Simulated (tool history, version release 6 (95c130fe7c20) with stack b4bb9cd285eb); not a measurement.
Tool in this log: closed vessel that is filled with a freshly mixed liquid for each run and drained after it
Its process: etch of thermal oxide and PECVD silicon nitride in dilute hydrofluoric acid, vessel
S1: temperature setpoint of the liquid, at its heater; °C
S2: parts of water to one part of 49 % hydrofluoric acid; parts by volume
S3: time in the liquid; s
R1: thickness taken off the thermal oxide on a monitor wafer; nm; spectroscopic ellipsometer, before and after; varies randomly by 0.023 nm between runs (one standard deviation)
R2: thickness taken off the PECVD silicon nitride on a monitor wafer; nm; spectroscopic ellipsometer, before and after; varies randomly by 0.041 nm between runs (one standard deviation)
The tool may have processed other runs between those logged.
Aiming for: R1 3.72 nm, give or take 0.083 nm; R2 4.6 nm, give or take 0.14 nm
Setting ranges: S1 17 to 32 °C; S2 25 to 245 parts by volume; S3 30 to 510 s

run	hour	S1	S2	S3	R1	R2
1	0	24	135	260	9.1687	11.247
2	7.6	24	135	330	11.501	14.436
3	8.8	24	135	240	8.3537	10.365
4	11.8	24	135	295	10.362	12.975
5	19.7	22.5	135	295	9.7734	11.797
6	20.5	24	135	295	10.398	13.02
7	22.9	24	135	295	10.282	12.934
8	27.4	23	150	295	8.7382	10.899
9	32.7	22	160	295	7.9687	9.6155
10	41	22	175	295	7.1214	8.9154
11	46.1	21.5	185	295	6.5532	8.0942
12	53.8	21	195	295	5.9551	7.474
13	62.2	20.5	205	295	5.5545	6.9408
14	70.2	20	210	295	5.2602	6.5332
15	75	18	245	300	4.0857	4.9334
16	82.3	18	245	295	4.0428	4.8435

Exercise: of the 5 proposed moves below, exactly one satisfies all targets within the stated allowed misses. Which move is it?
A	89.6	20	210	210	?	?
B	89.6	22	245	235	?	?
C	89.6	19	245	250	?	?
D	89.6	17	225	310	?	?
E	89.6	22	245	220	?	?

move	R1	R2
A	3.7531	4.5927
B	3.7506	5.0303
C	3.5664	4.4122
D	4.538	5.2018
E	3.5112	4.7092
A: every result within its allowed miss
B: the worst result of the last run now meets its target, but another is out of spec
C: takes the result that was furthest off past its target
D: its largest miss is bigger than the last run's
E: takes the result that was furthest off past its target
The right move is A.
